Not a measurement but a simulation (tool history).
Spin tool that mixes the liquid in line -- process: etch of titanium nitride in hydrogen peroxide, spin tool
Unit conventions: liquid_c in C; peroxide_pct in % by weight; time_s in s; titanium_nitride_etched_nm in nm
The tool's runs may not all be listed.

run	hour	liquid_c	peroxide_pct	time_s	titanium_nitride_etched_nm
1	0	58	22	295	20.159
2	1.8	58	18	295	19.282
3	10.6	58	18	295	19.373
4	17.8	63.5	18	295	28.326
5	18.7	63.5	18	315	30.126
6	21	63.5	21.5	315	31.042

For run 7, what comes out?
7	23.5	61.5	21.5	315	?

Run 7 measured titanium_nitride_etched_nm 27.109 nm.
